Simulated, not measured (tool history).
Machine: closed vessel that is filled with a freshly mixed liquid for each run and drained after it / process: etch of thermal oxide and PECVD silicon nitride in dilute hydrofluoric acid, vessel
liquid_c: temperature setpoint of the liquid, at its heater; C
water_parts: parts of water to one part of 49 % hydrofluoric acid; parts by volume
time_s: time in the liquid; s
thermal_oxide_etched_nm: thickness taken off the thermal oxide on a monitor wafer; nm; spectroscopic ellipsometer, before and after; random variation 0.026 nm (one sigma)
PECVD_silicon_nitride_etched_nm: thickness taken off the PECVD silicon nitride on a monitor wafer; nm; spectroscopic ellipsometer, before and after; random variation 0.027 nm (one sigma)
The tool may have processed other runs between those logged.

run	hour	liquid_c	water_parts	time_s	thermal_oxide_etched_nm	PECVD_silicon_nitride_etched_nm
1	0.0	26	175	480	12.7760	16.5770
2	5.7	26	125	480	18.9540	23.4910
3	9.2	24	180	480	11.4940	14.4720
4	11.9	22	215	475	8.3294	10.3460
5	14.5	22	260	475	6.6297	8.7368
6	15.9	22	200	475	9.1938	11.3110
7	17.6	18	270	415	4.7156	5.6749
8	22.4	18	280	410	4.4868	5.4133

Run 9 is up next; what results do you expect?
9	30.9	18	310	410	?	?

Run 9 measured thermal_oxide_etched_nm 3.9459 nm, PECVD_silicon_nitride_etched_nm 4.9436 nm.
